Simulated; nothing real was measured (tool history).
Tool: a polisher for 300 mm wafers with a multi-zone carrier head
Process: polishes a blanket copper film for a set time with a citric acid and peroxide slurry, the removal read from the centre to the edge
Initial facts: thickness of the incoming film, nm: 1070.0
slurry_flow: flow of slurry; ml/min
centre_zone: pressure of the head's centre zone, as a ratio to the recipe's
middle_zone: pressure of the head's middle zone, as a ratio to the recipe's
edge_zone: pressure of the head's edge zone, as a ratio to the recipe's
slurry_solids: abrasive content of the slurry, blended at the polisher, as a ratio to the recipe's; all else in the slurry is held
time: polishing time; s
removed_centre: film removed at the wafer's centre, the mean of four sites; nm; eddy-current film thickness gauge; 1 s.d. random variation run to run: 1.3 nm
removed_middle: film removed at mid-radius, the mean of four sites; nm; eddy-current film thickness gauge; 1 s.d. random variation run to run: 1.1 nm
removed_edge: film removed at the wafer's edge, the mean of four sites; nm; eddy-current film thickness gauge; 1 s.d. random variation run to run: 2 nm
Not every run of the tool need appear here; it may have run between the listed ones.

{"run": 1, "day": 0.0, "slurry_flow": 190, "centre_zone": 1.0, "middle_zone": 1.0, "edge_zone": 1.0, "slurry_solids": 1.0, "time": 80, "removed_centre": 114.15, "removed_middle": 114.13, "removed_edge": 106.85}
{"run": 2, "day": 0.262, "slurry_flow": 190, "centre_zone": 1.01, "middle_zone": 0.99, "edge_zone": 1.03, "slurry_solids": 1.1, "time": 82, "removed_centre": 118.62, "removed_middle": 118.9, "removed_edge": 113.86}
{"run": 3, "day": 0.392, "slurry_flow": 190, "centre_zone": 1.01, "middle_zone": 0.99, "edge_zone": 1.09, "slurry_solids": 1.1, "time": 82, "removed_centre": 120.84, "removed_middle": 119.86, "removed_edge": 117.02}
{"run": 4, "day": 0.546, "slurry_flow": 210, "centre_zone": 1.01, "middle_zone": 0.99, "edge_zone": 1.09, "slurry_solids": 1.1, "time": 82, "removed_centre": 123.3, "removed_middle": 120.22, "removed_edge": 117.67}
{"run": 5, "day": 0.629, "slurry_flow": 210, "centre_zone": 1.01, "middle_zone": 0.99, "edge_zone": 1.09, "slurry_solids": 1.2, "time": 82, "removed_centre": 124.01, "removed_middle": 122.94, "removed_edge": 120.92}
{"run": 6, "day": 0.85, "slurry_flow": 210, "centre_zone": 1.02, "middle_zone": 0.98, "edge_zone": 1.11, "slurry_solids": 1.25, "time": 84, "removed_centre": 130.33, "removed_middle": 125.72, "removed_edge": 126.13}
{"run": 7, "day": 0.946, "slurry_flow": 210, "centre_zone": 1.02, "middle_zone": 0.98, "edge_zone": 1.12, "slurry_solids": 1.3, "time": 85, "removed_centre": 133.18, "removed_middle": 127.5, "removed_edge": 126.45}

What does the tool deliver on the next run?
{"day": 1.288, "done": "edge zone pressure recalibrated"}
{"run": 8, "day": 1.288, "slurry_flow": 220, "centre_zone": 1.01, "middle_zone": 0.97, "edge_zone": 1.13, "slurry_solids": 1.35, "time": 87, "removed_centre": "?", "removed_middle": "?", "removed_edge": "?"}

Run 8 gave removed_centre 135.29 nm, removed_middle 129.25 nm, removed_edge 140.52 nm.
